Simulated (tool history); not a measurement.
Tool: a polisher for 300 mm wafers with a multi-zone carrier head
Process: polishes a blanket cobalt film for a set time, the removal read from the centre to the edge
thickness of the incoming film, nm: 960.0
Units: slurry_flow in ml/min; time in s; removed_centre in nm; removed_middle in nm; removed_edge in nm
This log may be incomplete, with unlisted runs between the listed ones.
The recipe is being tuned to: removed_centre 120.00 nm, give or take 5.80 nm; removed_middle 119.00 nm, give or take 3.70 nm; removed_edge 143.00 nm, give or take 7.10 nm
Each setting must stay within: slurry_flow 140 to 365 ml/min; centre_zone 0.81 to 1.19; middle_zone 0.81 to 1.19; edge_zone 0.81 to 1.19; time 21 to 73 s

{"run": 1, "day": 0.0, "slurry_flow": 235, "centre_zone": 1.0, "middle_zone": 1.0, "edge_zone": 1.0, "time": 47, "removed_centre": 139.26, "removed_middle": 138.49, "removed_edge": 142.36}
{"run": 2, "day": 0.275, "slurry_flow": 235, "centre_zone": 0.97, "middle_zone": 1.0, "edge_zone": 1.0, "time": 47, "removed_centre": 136.19, "removed_middle": 137.3, "removed_edge": 146.06}
{"run": 3, "day": 0.512, "slurry_flow": 235, "centre_zone": 0.97, "middle_zone": 0.94, "edge_zone": 1.0, "time": 47, "removed_centre": 138.37, "removed_middle": 132.4, "removed_edge": 144.13}
{"run": 4, "day": 0.792, "slurry_flow": 230, "centre_zone": 0.95, "middle_zone": 0.93, "edge_zone": 1.01, "time": 47, "removed_centre": 133.75, "removed_middle": 132.14, "removed_edge": 146.03}
{"run": 5, "day": 1.071, "slurry_flow": 265, "centre_zone": 0.95, "middle_zone": 0.93, "edge_zone": 1.01, "time": 47, "removed_centre": 136.77, "removed_middle": 130.19, "removed_edge": 154.42}
{"run": 6, "day": 1.338, "slurry_flow": 265, "centre_zone": 0.92, "middle_zone": 0.93, "edge_zone": 1.01, "time": 47, "removed_centre": 129.78, "removed_middle": 132.03, "removed_edge": 148.73}
{"run": 7, "day": 1.629, "slurry_flow": 265, "centre_zone": 0.91, "middle_zone": 0.91, "edge_zone": 1.01, "time": 47, "removed_centre": 129.81, "removed_middle": 131.26, "removed_edge": 148.46}
{"run": 8, "day": 1.792, "slurry_flow": 220, "centre_zone": 0.86, "middle_zone": 0.82, "edge_zone": 1.02, "time": 45, "removed_centre": 114.98, "removed_middle": 111.16, "removed_edge": 140.96}
{"run": 9, "day": 1.938, "slurry_flow": 225, "centre_zone": 0.87, "middle_zone": 0.83, "edge_zone": 1.02, "time": 45, "removed_centre": 115.65, "removed_middle": 113.63, "removed_edge": 142.03}
{"run": 10, "day": 2.121, "slurry_flow": 230, "centre_zone": 0.87, "middle_zone": 0.84, "edge_zone": 1.02, "time": 45, "removed_centre": 117.78, "removed_middle": 113.98, "removed_edge": 144.52}

Consider the 5 candidate settings below. Which is the only one whose results all fall within their allowed miss of target?
{"run": "A", "day": 2.304, "slurry_flow": 270, "centre_zone": 0.94, "middle_zone": 0.81, "edge_zone": 1.08, "time": 44, "removed_centre": "?", "removed_middle": "?", "removed_edge": "?"}
{"run": "B", "day": 2.304, "slurry_flow": 205, "centre_zone": 0.81, "middle_zone": 0.84, "edge_zone": 1.02, "time": 51, "removed_centre": "?", "removed_middle": "?", "removed_edge": "?"}
{"run": "C", "day": 2.304, "slurry_flow": 300, "centre_zone": 0.81, "middle_zone": 0.81, "edge_zone": 1.13, "time": 44, "removed_centre": "?", "removed_middle": "?", "removed_edge": "?"}
{"run": "D", "day": 2.304, "slurry_flow": 275, "centre_zone": 0.89, "middle_zone": 0.88, "edge_zone": 1.06, "time": 44, "removed_centre": "?", "removed_middle": "?", "removed_edge": "?"}
{"run": "E", "day": 2.304, "slurry_flow": 225, "centre_zone": 0.88, "middle_zone": 0.81, "edge_zone": 1.07, "time": 46, "removed_centre": "?", "removed_middle": "?", "removed_edge": "?"}

move=A removed_centre=126.27 removed_middle=110.09 removed_edge=146.64
move=B removed_centre=120.80 removed_middle=126.66 removed_edge=160.52
move=C removed_centre=110.06 removed_middle=111.44 removed_edge=151.38
move=D removed_centre=119.83 removed_middle=118.12 removed_edge=145.38
move=E removed_centre=120.32 removed_middle=112.44 removed_edge=149.88
A: moves away from the targets compared with the last run
B: takes the result that was furthest off past its target
C: moves away from the targets compared with the last run
D: in spec on every target
E: moves away from the targets compared with the last run
D meets every target.

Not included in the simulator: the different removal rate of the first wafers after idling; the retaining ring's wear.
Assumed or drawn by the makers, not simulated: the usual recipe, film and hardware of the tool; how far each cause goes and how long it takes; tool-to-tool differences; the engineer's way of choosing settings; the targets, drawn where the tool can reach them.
